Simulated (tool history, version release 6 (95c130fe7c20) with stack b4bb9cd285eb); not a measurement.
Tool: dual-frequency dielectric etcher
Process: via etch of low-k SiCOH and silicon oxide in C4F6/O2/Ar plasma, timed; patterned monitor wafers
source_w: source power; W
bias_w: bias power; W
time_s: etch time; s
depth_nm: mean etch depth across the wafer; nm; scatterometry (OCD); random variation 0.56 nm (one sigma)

run,day,source_w,bias_w,time_s,depth_nm
1,0,450,252,60,156.96
2,0.088,480,254,60,160.69
3,0.208,440,254,60,155.59
4,0.325,490,254,60,161.08
5,0.379,510,256,60,163.97
6,0.433,520,257,60,165.28

The next listed run, before its measurement:
7,0.525,530,258,60,?

depth_nm: 168.03 nm
